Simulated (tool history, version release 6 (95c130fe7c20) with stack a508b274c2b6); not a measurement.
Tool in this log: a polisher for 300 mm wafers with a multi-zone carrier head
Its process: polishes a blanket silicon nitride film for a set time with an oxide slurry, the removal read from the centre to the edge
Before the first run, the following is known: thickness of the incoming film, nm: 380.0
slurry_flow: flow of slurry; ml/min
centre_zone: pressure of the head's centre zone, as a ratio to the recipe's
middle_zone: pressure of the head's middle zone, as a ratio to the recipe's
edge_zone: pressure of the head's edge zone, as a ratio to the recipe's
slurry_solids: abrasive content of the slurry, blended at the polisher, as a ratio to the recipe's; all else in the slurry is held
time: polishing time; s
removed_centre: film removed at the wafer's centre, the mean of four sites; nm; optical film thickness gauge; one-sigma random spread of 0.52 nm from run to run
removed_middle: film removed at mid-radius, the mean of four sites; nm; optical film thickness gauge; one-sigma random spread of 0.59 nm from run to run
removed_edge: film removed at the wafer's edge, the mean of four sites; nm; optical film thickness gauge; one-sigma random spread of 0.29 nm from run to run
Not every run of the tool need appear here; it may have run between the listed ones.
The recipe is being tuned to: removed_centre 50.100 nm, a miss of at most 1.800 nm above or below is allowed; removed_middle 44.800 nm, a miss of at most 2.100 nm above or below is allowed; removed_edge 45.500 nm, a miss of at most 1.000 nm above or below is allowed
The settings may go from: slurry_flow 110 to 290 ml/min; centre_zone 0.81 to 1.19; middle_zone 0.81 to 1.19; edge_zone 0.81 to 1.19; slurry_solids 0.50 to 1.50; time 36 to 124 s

{"run": 1, "hour": 0.0, "slurry_flow": 185, "centre_zone": 1.0, "middle_zone": 1.0, "edge_zone": 1.0, "slurry_solids": 1.0, "time": 79, "removed_centre": 58.096, "removed_middle": 57.774, "removed_edge": 58.412}
{"run": 2, "hour": 2.2, "slurry_flow": 175, "centre_zone": 1.01, "middle_zone": 0.97, "edge_zone": 0.95, "slurry_solids": 0.9, "time": 79, "removed_centre": 55.738, "removed_middle": 55.677, "removed_edge": 55.244}
{"run": 3, "hour": 8.4, "slurry_flow": 175, "centre_zone": 1.04, "middle_zone": 0.94, "edge_zone": 0.94, "slurry_solids": 0.75, "time": 78, "removed_centre": 54.668, "removed_middle": 49.278, "removed_edge": 50.739}
{"run": 4, "hour": 13.4, "slurry_flow": 175, "centre_zone": 1.04, "middle_zone": 0.94, "edge_zone": 0.85, "slurry_solids": 0.75, "time": 78, "removed_centre": 53.242, "removed_middle": 49.227, "removed_edge": 48.55}
{"run": 5, "hour": 18.4, "slurry_flow": 165, "centre_zone": 1.04, "middle_zone": 0.93, "edge_zone": 0.84, "slurry_solids": 0.75, "time": 78, "removed_centre": 53.283, "removed_middle": 48.834, "removed_edge": 47.854}
{"run": 6, "hour": 24.8, "slurry_flow": 165, "centre_zone": 1.04, "middle_zone": 0.85, "edge_zone": 0.84, "slurry_solids": 0.75, "time": 78, "removed_centre": 51.815, "removed_middle": 46.058, "removed_edge": 47.93}
{"run": 7, "hour": 31.4, "slurry_flow": 130, "centre_zone": 1.05, "middle_zone": 0.87, "edge_zone": 0.81, "slurry_solids": 0.7, "time": 78, "removed_centre": 46.992, "removed_middle": 42.629, "removed_edge": 43.802}
{"run": 8, "hour": 35.6, "slurry_flow": 140, "centre_zone": 1.05, "middle_zone": 0.87, "edge_zone": 0.81, "slurry_solids": 0.7, "time": 78, "removed_centre": 48.894, "removed_middle": 43.678, "removed_edge": 44.665}

Which of these 5 next moves meets every target?
{"run": "A", "hour": 39.8, "slurry_flow": 110, "centre_zone": 1.07, "middle_zone": 0.82, "edge_zone": 0.9, "slurry_solids": 0.55, "time": 86, "removed_centre": "?", "removed_middle": "?", "removed_edge": "?"}
{"run": "B", "hour": 39.8, "slurry_flow": 175, "centre_zone": 1.1, "middle_zone": 0.91, "edge_zone": 0.94, "slurry_solids": 0.55, "time": 75, "removed_centre": "?", "removed_middle": "?", "removed_edge": "?"}
{"run": "C", "hour": 39.8, "slurry_flow": 145, "centre_zone": 1.06, "middle_zone": 0.97, "edge_zone": 0.81, "slurry_solids": 0.7, "time": 75, "removed_centre": "?", "removed_middle": "?", "removed_edge": "?"}
{"run": "D", "hour": 39.8, "slurry_flow": 160, "centre_zone": 1.07, "middle_zone": 0.91, "edge_zone": 0.83, "slurry_solids": 0.7, "time": 74, "removed_centre": "?", "removed_middle": "?", "removed_edge": "?"}
{"run": "E", "hour": 39.8, "slurry_flow": 155, "centre_zone": 1.05, "middle_zone": 0.87, "edge_zone": 0.83, "slurry_solids": 0.75, "time": 75, "removed_centre": "?", "removed_middle": "?", "removed_edge": "?"}

move=A removed_centre=47.400 removed_middle=39.283 removed_edge=44.472
move=B removed_centre=49.824 removed_middle=41.444 removed_edge=43.325
move=C removed_centre=49.429 removed_middle=44.500 removed_edge=42.608
move=D removed_centre=50.728 removed_middle=43.539 removed_edge=43.283
move=E removed_centre=51.187 removed_middle=43.793 removed_edge=44.704
A: further off than the last run
B: further off than the last run
C: further off than the last run
D: further off than the last run
E: every result lands within tolerance
E meets every target.
